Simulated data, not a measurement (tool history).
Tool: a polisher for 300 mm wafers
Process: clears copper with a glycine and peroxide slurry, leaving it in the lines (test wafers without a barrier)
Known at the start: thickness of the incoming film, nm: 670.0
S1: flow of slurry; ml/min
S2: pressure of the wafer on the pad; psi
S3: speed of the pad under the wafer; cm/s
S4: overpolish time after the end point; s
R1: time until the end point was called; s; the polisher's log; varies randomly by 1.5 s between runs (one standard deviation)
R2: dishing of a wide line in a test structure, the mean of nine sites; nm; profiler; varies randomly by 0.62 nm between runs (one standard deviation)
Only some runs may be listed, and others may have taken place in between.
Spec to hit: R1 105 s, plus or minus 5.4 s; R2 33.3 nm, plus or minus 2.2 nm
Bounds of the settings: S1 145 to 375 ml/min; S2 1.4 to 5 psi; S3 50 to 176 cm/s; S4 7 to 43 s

| run | day | S1 | S2 | S3 | S4 | R1 | R2 |
|---|---|---|---|---|---|---|---|
| 1 | 0 | 240 | 3.2 | 112 | 22 | 105.4 | 53.784 |
| 2 | 0.246 | 295 | 3.2 | 112 | 22 | 105.99 | 52.509 |
| 3 | 0.275 | 295 | 3.2 | 84 | 22 | 132.5 | 46.875 |
| 4 | 0.317 | 295 | 3.2 | 84 | 31 | 135.41 | 55.287 |
| 5 | 0.421 | 295 | 3.2 | 84 | 39 | 137.41 | 62.939 |
| 6 | 0.454 | 305 | 3.1 | 90 | 35 | 128.39 | 59.913 |
| 7 | 0.608 | 235 | 3.1 | 104 | 25 | 116.48 | 52.382 |
| 8 | 0.629 | 225 | 2.9 | 110 | 23 | 113.53 | 51.515 |
| 9 | 0.858 | 295 | 3.2 | 100 | 13 | 116.42 | 36.575 |
| 10 | 1.15 | 300 | 3.7 | 102 | 7 | 104.8 | 24.868 |
| 11 | 1.367 | 300 | 3.6 | 104 | 7 | 104.62 | 24.209 |
| 12 | 1.479 | 300 | 3.5 | 106 | 8 | 105.97 | 25.914 |
| 13 | 1.758 | 300 | 3.5 | 108 | 9 | 101.1 | 29.097 |

5 next moves are on the table. One of them brings every result within its allowed miss. Which?
| A | 2.038 | 275 | 2.9 | 136 | 10 | ? | ? |
| B | 2.038 | 285 | 4.1 | 90 | 7 | ? | ? |
| C | 2.038 | 325 | 3.3 | 108 | 11 | ? | ? |
| D | 2.038 | 275 | 3.6 | 112 | 7 | ? | ? |
| E | 2.038 | 295 | 3.9 | 100 | 7 | ? | ? |

| move | R1 | R2 |
|---|---|---|
| A | 92.753 | 34.038 |
| B | 106.6 | 23.527 |
| C | 103.32 | 34.072 |
| D | 96.217 | 25.436 |
| E | 100.26 | 24.683 |
A: the furthest-off result lands on target, but another misses its tolerance
B: lands further from the targets than the last run did
C: every result within its allowed miss
D: lands further from the targets than the last run did
E: lands further from the targets than the last run did
Move C is the one to make.
